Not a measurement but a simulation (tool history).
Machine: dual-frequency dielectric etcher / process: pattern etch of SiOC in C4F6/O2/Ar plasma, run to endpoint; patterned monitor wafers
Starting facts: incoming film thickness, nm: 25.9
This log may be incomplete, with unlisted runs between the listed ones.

run  hour  bias power (W)  source power (W)  endpoint time (s)
  1   0.0             377               380             9.3578
  2   2.4             349               380             9.7889
  3   9.7             349               350             9.9683
  4  13.4             375               360             9.4516
  5  22.3             403               360             9.1440
  6  30.5             403               410             8.8364
  7  39.2             415               410             8.7143
  8  43.2             426               410             8.5189

Expected results for the next run?
  9  45.6             434               410                  ?

For run 9 the tool returned endpoint time (s) 8.2861.
